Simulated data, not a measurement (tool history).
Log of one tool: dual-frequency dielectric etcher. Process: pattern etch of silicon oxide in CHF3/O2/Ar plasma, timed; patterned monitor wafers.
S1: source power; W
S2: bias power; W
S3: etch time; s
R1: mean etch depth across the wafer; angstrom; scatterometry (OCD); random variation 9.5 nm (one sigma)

Run 1, hour 0.0: S1 860 W, S2 202 W, S3 793 s. Result: R1 21010 angstrom.
Run 2, hour 8.0: S1 750 W, S2 202 W, S3 793 s. Result: R1 19407 angstrom.
Run 3, hour 9.0: S1 800 W, S2 203 W, S3 793 s. Result: R1 20072 angstrom.
Run 4, hour 17.1: S1 850 W, S2 204 W, S3 793 s. Result: R1 20860 angstrom.
Run 5, hour 22.9: S1 890 W, S2 205 W, S3 793 s. Result: R1 21361 angstrom.
Run 6, hour 24.3: S1 890 W, S2 224 W, S3 793 s. Result: R1 22026 angstrom.
At hour 32.3: wet clean of the chamber.
Run 7, hour 32.3: S1 920 W, S2 225 W, S3 793 s. Result: R1 21935 angstrom.

Run 8 comes next. What will it give?
Run 8, hour 41.0: S1 950 W, S2 226 W, S3 793 s. Result: R1 ?.

Run 8 gave R1 22481 angstrom.
